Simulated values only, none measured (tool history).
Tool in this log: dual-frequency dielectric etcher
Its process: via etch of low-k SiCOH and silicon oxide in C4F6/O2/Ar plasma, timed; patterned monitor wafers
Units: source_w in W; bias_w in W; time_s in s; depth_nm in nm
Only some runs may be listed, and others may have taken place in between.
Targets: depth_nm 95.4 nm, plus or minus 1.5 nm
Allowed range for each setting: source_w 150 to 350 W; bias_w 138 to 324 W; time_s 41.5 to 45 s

run    day  source_w  bias_w  time_s  depth_nm
  1      0       250     231      45    103.15
  2  0.171       250     249      45    106.13
  3  0.275       240     248      45     104.6
  4    0.5       240     267      45    107.95
  5   0.55       230     266      45    106.46
  6  0.688       220     265      45    104.88
  7  0.879       210     264      45    103.83
  8  1.162       210     262      45    103.77
  9  1.479       210     260      45    103.25
 10  1.583       210     258      45    102.73
 11  1.662       210     257      45    102.26
 12  1.833       210     256      45    102.48
 13  1.888       210     255      45    102.12
 14  1.996       210     254      45     101.4
 15  2.154       190     251      45    98.962

Which single option among these 4 for the next run brings every result within its allowed miss of target? Just one does.
  A  2.312       210     259    44.5         ?
  B  2.312       200     247      43         ?
  C  2.312       200     209      45         ?
  D  2.312       240     256    44.5         ?

move  depth_nm
   A    102.36
   B    95.751
   C    93.398
   D    105.52
A: further off than the last run
B: each result inside its tolerance
C: takes the biggest miss from the last run beyond its target
D: further off than the last run
The move that meets every target is B.
